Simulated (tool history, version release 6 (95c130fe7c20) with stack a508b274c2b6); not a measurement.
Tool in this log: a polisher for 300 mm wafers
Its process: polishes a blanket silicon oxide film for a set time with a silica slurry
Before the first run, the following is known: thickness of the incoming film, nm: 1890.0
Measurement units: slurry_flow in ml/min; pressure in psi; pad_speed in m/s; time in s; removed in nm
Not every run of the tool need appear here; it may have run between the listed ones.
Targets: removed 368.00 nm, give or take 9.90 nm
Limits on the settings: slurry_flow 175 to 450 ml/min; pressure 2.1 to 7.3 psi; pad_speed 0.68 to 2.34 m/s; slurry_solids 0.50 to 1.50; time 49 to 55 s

run  hour  slurry_flow  pressure  pad_speed  slurry_solids  time  removed
  1   0.0          290       4.7       1.50           1.00    55   228.26
  2   8.1          290       5.0       1.50           1.00    55   239.23
  3  12.7          290       5.0       1.68           1.00    55   263.11
  4  20.5          290       5.2       1.68           1.00    55   270.86
  5  28.2          290       5.4       1.68           1.00    55   275.65
  6  30.8          290       5.6       1.68           1.00    55   286.13
  7  36.4          300       6.9       1.70           1.00    55   344.96
  8  41.9          300       7.1       1.72           1.00    55   349.71

Pick the move, out of 5, that brings all results within their allowed miss; only one does.
  A  47.4          345       6.9       1.86           1.00    55        ?
  B  47.4          360       7.1       1.92           0.95    50        ?
  C  47.4          305       7.1       1.64           1.10    50        ?
  D  47.4          325       5.9       1.66           1.25    55        ?
  E  47.4          335       7.3       1.58           1.05    55        ?

move  removed
   A   374.75
   B   349.74
   C   326.88
   D   332.43
   E   351.77
A: each result inside its tolerance
B: neither nearer nor further off than the last run
C: further off than the last run
D: further off than the last run
E: an improvement on the last run, though not all results are within tolerance
Answer: A
